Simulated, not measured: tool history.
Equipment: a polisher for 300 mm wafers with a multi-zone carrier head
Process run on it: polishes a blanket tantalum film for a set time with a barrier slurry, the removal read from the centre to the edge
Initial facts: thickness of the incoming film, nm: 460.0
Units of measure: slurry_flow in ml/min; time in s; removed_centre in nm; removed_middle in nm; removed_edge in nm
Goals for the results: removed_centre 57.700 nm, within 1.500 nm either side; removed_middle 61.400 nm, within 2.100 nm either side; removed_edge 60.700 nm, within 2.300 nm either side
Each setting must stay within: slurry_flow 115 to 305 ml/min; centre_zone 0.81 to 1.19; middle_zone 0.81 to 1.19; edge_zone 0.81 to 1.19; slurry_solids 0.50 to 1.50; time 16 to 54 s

run	hour	slurry_flow	centre_zone	middle_zone	edge_zone	slurry_solids	time	removed_centre	removed_middle	removed_edge
1	0.0	195	1.00	1.00	1.00	1.00	35	37.256	36.620	37.841
2	7.4	195	1.00	1.00	1.00	1.15	35	38.509	38.327	39.094
3	15.6	205	1.01	1.03	1.04	1.25	38	43.071	43.132	43.568
4	18.9	205	1.05	1.03	1.04	1.25	38	45.293	43.359	43.837
5	27.4	205	1.04	1.05	1.07	1.30	41	49.033	47.286	47.579
6	35.5	205	0.98	1.05	1.07	1.30	41	46.095	47.720	47.607
7	36.3	215	0.97	1.06	1.09	1.35	43	48.386	51.104	52.871
8	41.4	215	0.97	1.06	1.09	1.35	43	48.427	50.900	52.278

5 candidate next runs follow, results not yet known. Just one meets every target within its allowed miss. Identify it.
A	46.5	265	0.95	0.99	1.16	1.30	48	?	?	?
B	46.5	240	0.91	0.95	1.19	1.05	54	?	?	?
C	46.5	205	0.96	1.05	1.03	1.35	52	?	?	?
D	46.5	170	1.01	0.98	1.11	1.35	51	?	?	?
E	46.5	255	1.04	1.07	1.06	1.40	50	?	?	?

move	removed_centre	removed_middle	removed_edge
A	53.638	55.261	60.325
B	54.367	56.931	65.010
C	57.266	61.064	60.625
D	57.375	55.544	60.589
E	61.915	61.510	60.725
A: gains on the last run, yet a result remains outside its allowed miss
B: gains on the last run, yet a result remains outside its allowed miss
C: hits every target within its allowed miss
D: puts the biggest miss on target and leaves a different result outside tolerance
E: takes the result that was furthest off past its target
Answer: C

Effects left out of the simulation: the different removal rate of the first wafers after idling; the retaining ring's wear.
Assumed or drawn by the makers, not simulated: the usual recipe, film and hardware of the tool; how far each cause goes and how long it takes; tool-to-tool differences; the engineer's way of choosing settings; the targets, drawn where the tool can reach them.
